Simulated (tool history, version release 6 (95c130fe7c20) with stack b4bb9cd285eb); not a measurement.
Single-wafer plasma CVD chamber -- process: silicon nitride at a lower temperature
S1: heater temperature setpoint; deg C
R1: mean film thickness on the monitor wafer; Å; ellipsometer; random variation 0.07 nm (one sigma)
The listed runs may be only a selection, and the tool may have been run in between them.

{"run": 1, "hour": 0.0, "S1": 365, "chamber pressure (mTorr)": 1980, "RF power (kW)": 0.235, "deposition time (s)": 19.6, "R1": 198.96}
{"run": 2, "hour": 6.5, "S1": 365, "chamber pressure (mTorr)": 2110, "RF power (kW)": 0.245, "deposition time (s)": 19.7, "R1": 209.56}
{"run": 3, "hour": 15.1, "S1": 365, "chamber pressure (mTorr)": 2110, "RF power (kW)": 0.21, "deposition time (s)": 19.7, "R1": 185.71}
{"run": 4, "hour": 22.0, "S1": 361, "chamber pressure (mTorr)": 2110, "RF power (kW)": 0.21, "deposition time (s)": 19.7, "R1": 186.36}
{"run": 5, "hour": 23.2, "S1": 367, "chamber pressure (mTorr)": 2110, "RF power (kW)": 0.21, "deposition time (s)": 19.7, "R1": 185.96}
{"run": 6, "hour": 30.8, "S1": 367, "chamber pressure (mTorr)": 2110, "RF power (kW)": 0.24, "deposition time (s)": 19.7, "R1": 206.39}
{"run": 7, "hour": 36.5, "S1": 367, "chamber pressure (mTorr)": 2200, "RF power (kW)": 0.25, "deposition time (s)": 19.7, "R1": 214.8}
{"run": 8, "hour": 38.0, "S1": 367, "chamber pressure (mTorr)": 2260, "RF power (kW)": 0.255, "deposition time (s)": 19.7, "R1": 220.63}

Estimate the outcome of run 9 from the log above:
{"run": 9, "hour": 44.1, "S1": 367, "chamber pressure (mTorr)": 2320, "RF power (kW)": 0.26, "deposition time (s)": 19.7, "R1": "?"}

Run 9 came out at R1 223.46 Å.

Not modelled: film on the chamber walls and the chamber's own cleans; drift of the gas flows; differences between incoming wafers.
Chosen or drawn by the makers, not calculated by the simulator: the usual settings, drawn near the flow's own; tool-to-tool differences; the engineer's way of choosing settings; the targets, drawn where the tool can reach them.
